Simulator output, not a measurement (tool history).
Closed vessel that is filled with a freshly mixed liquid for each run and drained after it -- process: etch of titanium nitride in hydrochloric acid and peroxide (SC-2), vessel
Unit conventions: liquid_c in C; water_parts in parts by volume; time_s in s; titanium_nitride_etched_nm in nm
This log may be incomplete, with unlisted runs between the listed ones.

| run | hour | liquid_c | water_parts | time_s | titanium_nitride_etched_nm |
|---|---|---|---|---|---|
| 1 | 0 | 61 | 9.5 | 375 | 17.55 |
| 2 | 5.9 | 54 | 9.5 | 375 | 11.37 |
| 3 | 14.7 | 54 | 9.5 | 280 | 8.5355 |
| 4 | 21.9 | 57 | 9.5 | 280 | 10.298 |
| 5 | 23 | 57 | 12 | 280 | 8.4509 |
| 6 | 25.2 | 59 | 11 | 280 | 10.337 |
| 7 | 29.5 | 60.5 | 10 | 280 | 12.253 |
| 8 | 34.7 | 62 | 9.5 | 290 | 14.591 |
| 9 | 41.3 | 63 | 9 | 295 | 16.365 |
| 10 | 48.6 | 64 | 8.5 | 300 | 18.714 |
| 11 | 51.8 | 65 | 8 | 305 | 21.029 |
| 12 | 59.7 | 66 | 7.5 | 310 | 24.21 |
| 13 | 64.9 | 66.5 | 7 | 310 | 26.258 |
| 14 | 70.8 | 67 | 6.5 | 310 | 28.475 |
|  | 75.4 | chemicals flow meter replaced |
| 15 | 75.4 | 67.5 | 6 | 310 | 29.243 |
| 16 | 84.4 | 67.5 | 6 | 310 | 28.986 |
| 17 | 85.1 | 68 | 6 | 315 | 30.459 |

What will run 18 give?
| 18 | 91.5 | 72 | 4 | 365 | ? |

{"run 18": {"titanium_nitride_etched_nm": 59.68}}

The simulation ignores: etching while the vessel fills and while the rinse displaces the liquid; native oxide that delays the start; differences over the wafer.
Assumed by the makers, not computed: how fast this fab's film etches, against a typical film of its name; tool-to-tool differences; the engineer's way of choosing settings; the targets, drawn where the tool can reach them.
